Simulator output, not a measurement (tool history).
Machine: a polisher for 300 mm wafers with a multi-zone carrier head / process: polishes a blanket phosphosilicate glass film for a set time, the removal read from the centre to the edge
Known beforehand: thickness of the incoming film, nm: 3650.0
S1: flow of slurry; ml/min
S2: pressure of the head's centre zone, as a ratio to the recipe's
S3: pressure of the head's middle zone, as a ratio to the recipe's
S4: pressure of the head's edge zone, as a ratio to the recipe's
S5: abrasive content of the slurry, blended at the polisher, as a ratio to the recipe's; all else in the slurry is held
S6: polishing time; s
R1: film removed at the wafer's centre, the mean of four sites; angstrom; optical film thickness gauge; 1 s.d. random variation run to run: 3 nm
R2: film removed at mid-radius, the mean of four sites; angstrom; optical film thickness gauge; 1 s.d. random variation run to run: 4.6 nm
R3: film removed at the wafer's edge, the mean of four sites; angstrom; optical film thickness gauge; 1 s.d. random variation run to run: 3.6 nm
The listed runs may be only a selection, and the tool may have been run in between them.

run    day   S1    S2    S3    S4   S5  S6      R1      R2      R3
  1  0.000  295  1.00  1.00  1.00  1.0  52  5324.8  5426.2  5316.0
  2  0.183  295  1.00  1.00  1.00  1.2  52  5946.7  6052.9  5762.8
  3  0.279  295  1.00  1.00  0.97  1.2  52  5906.3  5917.0  5766.7
  4  0.646  295  1.00  0.92  0.97  1.2  52  5949.8  5491.4  5721.8
  5  0.971  355  1.00  0.92  0.97  1.2  52  6042.0  5681.3  5881.9
  6  1.046  350  0.96  0.94  0.97  1.1  52  5500.9  5452.1  5586.9

The next listed run, before its measurement:
  7  1.275  345  0.93  0.97  0.99  1.0  52   ?   ?   ?

{"run 7": {"R1": 5155.2, "R2": 5449.7, "R3": 5363.3}}

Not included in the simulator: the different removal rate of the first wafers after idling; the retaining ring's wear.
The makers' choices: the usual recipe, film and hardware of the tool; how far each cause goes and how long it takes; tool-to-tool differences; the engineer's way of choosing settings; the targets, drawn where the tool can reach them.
